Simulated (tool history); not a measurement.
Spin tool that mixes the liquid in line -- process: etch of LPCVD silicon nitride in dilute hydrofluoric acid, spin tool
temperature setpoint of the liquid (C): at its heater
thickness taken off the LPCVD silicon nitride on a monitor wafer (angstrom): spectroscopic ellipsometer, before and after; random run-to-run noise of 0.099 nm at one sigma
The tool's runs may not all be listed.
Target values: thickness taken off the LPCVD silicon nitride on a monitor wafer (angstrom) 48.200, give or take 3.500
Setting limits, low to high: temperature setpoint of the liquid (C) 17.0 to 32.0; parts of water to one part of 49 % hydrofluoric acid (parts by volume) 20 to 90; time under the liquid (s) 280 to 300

run,hour,temperature setpoint of the liquid (C),parts of water to one part of 49 % hydrofluoric acid (parts by volume),time under the liquid (s),thickness taken off the LPCVD silicon nitride on a monitor wafer (angstrom)
1,0.0,24.0,50,280,28.136
2,3.4,24.0,40,280,32.042
3,10.1,25.0,40,280,36.440
4,13.9,25.5,40,280,37.248
5,21.0,25.5,50,280,29.420
6,27.8,25.5,50,280,31.159
7,31.8,26.5,50,280,33.109
8,40.5,27.5,50,280,34.092
9,41.3,28.0,50,280,35.519
10,43.9,28.5,50,280,36.141
11,45.4,29.0,50,280,37.500

4 next moves are on the table. One of them brings every result within its allowed miss. Which?
A,46.9,22.0,50,295,?
B,46.9,25.5,55,280,?
C,46.9,28.0,40,300,?
D,46.9,31.5,70,290,?

move,thickness taken off the LPCVD silicon nitride on a monitor wafer (angstrom)
A,25.065
B,27.444
C,47.430
D,33.009
A: misses by more than the last run did
B: misses by more than the last run did
C: all results in spec
D: misses by more than the last run did
Answer: C

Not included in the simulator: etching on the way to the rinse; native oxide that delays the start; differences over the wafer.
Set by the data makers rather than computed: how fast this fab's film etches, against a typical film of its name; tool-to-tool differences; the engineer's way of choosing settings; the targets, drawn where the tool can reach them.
